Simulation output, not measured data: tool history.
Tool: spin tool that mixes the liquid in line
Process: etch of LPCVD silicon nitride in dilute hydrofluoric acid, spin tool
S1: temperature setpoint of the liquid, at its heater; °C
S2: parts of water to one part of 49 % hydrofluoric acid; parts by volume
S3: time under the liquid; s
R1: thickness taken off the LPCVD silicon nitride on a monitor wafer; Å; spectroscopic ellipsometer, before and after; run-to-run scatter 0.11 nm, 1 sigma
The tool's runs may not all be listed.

{"run": 1, "hour": 0.0, "S1": 21, "S2": 70, "S3": 265, "R1": 17.853}
{"run": 2, "hour": 1.8, "S1": 21, "S2": 95, "S3": 265, "R1": 13.039}
{"run": 3, "hour": 10.4, "S1": 23.5, "S2": 95, "S3": 265, "R1": 15.041}
{"run": 4, "hour": 12.8, "S1": 24, "S2": 85, "S3": 270, "R1": 17.44}
{"run": 5, "hour": 13.9, "S1": 24, "S2": 85, "S3": 265, "R1": 18.285}
{"run": 6, "hour": 20.0, "S1": 22, "S2": 85, "S3": 265, "R1": 15.799}

Estimate the outcome of run 7 from the log above:
{"run": 7, "hour": 26.2, "S1": 23, "S2": 75, "S3": 270, "R1": "?"}

{"run 7": {"R1": 18.692}}

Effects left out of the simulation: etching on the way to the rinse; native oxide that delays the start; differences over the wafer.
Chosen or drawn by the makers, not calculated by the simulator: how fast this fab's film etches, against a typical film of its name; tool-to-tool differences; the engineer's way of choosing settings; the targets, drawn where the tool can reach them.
